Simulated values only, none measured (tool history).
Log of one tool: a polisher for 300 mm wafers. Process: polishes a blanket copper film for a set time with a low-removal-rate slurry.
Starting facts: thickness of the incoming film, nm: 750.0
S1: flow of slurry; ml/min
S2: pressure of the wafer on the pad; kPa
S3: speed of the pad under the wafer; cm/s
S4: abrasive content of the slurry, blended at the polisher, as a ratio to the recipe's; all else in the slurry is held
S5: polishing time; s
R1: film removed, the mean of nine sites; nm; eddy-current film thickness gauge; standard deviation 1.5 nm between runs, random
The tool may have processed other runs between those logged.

{"run": 1, "day": 0.0, "S1": 195, "S2": 17.2, "S3": 124, "S4": 1.0, "S5": 56, "R1": 173.3}
{"run": 2, "day": 0.358, "S1": 225, "S2": 17.2, "S3": 124, "S4": 1.0, "S5": 56, "R1": 174.16}
{"run": 3, "day": 0.438, "S1": 225, "S2": 17.2, "S3": 138, "S4": 1.0, "S5": 56, "R1": 198.51}
{"run": 4, "day": 0.779, "S1": 225, "S2": 17.2, "S3": 152, "S4": 1.0, "S5": 56, "R1": 217.03}
{"run": 5, "day": 0.842, "S1": 225, "S2": 15.2, "S3": 146, "S4": 1.0, "S5": 56, "R1": 179.73}
{"run": 6, "day": 1.175, "S1": 225, "S2": 13.8, "S3": 146, "S4": 1.0, "S5": 56, "R1": 169.13}
{"run": 7, "day": 1.504, "S1": 225, "S2": 13.8, "S3": 146, "S4": 1.0, "S5": 56, "R1": 169.54}
{"run": 8, "day": 1.662, "S1": 225, "S2": 13.8, "S3": 146, "S4": 1.0, "S5": 56, "R1": 165.68}

For run 9, what comes out?
{"run": 9, "day": 1.912, "S1": 225, "S2": 12.4, "S3": 144, "S4": 1.0, "S5": 56, "R1": "?"}

Run 9 measured R1 148.79 nm.
